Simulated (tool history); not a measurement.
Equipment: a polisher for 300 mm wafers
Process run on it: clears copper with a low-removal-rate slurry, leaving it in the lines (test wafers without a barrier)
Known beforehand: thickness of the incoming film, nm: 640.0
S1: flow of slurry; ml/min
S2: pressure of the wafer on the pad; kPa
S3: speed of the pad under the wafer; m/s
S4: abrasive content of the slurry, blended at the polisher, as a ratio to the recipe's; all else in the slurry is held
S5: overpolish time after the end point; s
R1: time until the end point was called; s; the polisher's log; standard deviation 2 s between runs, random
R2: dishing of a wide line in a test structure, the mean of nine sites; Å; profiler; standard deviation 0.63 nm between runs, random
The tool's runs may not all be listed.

run  hour   S1    S2    S3   S4  S5      R1      R2
  1   0.0  285  26.2  1.28  1.0   9  122.78  349.14
  2   5.2  285  22.8  1.28  1.0   9  140.59  304.29
  3   6.5  285  21.4  1.28  1.0  10  147.15  321.27
  4  13.0  285  25.5  1.28  1.0  10  123.66  374.78
  5  18.1  285  25.5  0.96  1.0  10  155.05  303.05
     20.1  -- slurry nozzle cleaned
  6  20.1  250  25.5  0.96  1.0  10  155.03  311.08
  7  24.8  250  24.8  0.96  1.0  11  155.41  323.79
  8  25.4  250  23.4  0.96  1.0  12  166.07  319.65
  9  31.8  250  23.4  0.96  1.0  12  166.86  340.24
 10  38.2  250  22.8  0.96  1.0  12  171.70  335.19
 11  39.2  250  22.1  0.96  1.0  13  173.74  336.96

Forecast run 12:
 12  42.9  250  21.4  0.94  1.0  15   ?   ?

R1: 187.32 s
R2: 380.25 Å
